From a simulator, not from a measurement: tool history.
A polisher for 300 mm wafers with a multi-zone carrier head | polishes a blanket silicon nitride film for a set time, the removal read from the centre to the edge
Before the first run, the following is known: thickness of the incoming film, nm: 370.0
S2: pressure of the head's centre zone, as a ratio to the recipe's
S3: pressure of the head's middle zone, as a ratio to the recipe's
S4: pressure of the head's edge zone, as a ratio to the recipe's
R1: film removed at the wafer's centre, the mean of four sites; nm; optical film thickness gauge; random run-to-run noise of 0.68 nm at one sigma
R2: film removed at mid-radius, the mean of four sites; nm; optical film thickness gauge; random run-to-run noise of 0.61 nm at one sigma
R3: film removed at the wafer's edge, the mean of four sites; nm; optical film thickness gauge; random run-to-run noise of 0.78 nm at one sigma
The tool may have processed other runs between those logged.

{"run": 1, "day": 0.0, "flow of slurry (ml/min)": 270, "S2": 1, "S3": 1, "S4": 1, "polishing time (s)": 76, "R1": 77.075, "R2": 73.504, "R3": 73.317}
{"run": 2, "day": 0.275, "flow of slurry (ml/min)": 270, "S2": 1, "S3": 1, "S4": 1.07, "polishing time (s)": 76, "R1": 77.688, "R2": 73.76, "R3": 76.148}
{"run": 3, "day": 0.554, "flow of slurry (ml/min)": 225, "S2": 1, "S3": 1, "S4": 1.07, "polishing time (s)": 76, "R1": 75.454, "R2": 72.73, "R3": 75.238}
{"run": 4, "day": 0.846, "flow of slurry (ml/min)": 225, "S2": 1, "S3": 1, "S4": 1.11, "polishing time (s)": 76, "R1": 74.414, "R2": 71.833, "R3": 76.514}
{"run": 5, "day": 1.212, "flow of slurry (ml/min)": 225, "S2": 1, "S3": 1, "S4": 1.17, "polishing time (s)": 76, "R1": 75.67, "R2": 73.105, "R3": 79.081}
{"day": 1.246, "done": "centre zone pressure recalibrated"}
{"run": 6, "day": 1.246, "flow of slurry (ml/min)": 220, "S2": 0.97, "S3": 1, "S4": 1.14, "polishing time (s)": 74, "R1": 68.934, "R2": 69.382, "R3": 76.311}
{"run": 7, "day": 1.567, "flow of slurry (ml/min)": 220, "S2": 0.95, "S3": 1, "S4": 1.1, "polishing time (s)": 72, "R1": 63.871, "R2": 67.161, "R3": 72.262}

For run 8, what comes out?
{"run": 8, "day": 1.825, "flow of slurry (ml/min)": 215, "S2": 0.89, "S3": 0.96, "S4": 1, "polishing time (s)": 68, "R1": "?", "R2": "?", "R3": "?"}

{"run 8": {"R1": 57.962, "R2": 61.948, "R3": 64.668}}
